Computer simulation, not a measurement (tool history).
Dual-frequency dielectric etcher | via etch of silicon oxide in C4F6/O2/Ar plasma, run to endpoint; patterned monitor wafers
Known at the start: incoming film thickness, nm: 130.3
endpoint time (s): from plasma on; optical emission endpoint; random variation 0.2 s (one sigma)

run	hour	bias power (W)	source power (W)	Ar flow (sccm)	endpoint time (s)
1	0	436	310	269	34.796
2	2.5	465	310	269	33.936
3	8.9	479	310	269	33.922
4	12	479	310	241	33.208
5	17.9	479	270	241	34.805
6	18.5	499	270	240	34.035

The next listed run, before its measurement:
7	22.6	514	270	239	?

endpoint time (s): 34.297

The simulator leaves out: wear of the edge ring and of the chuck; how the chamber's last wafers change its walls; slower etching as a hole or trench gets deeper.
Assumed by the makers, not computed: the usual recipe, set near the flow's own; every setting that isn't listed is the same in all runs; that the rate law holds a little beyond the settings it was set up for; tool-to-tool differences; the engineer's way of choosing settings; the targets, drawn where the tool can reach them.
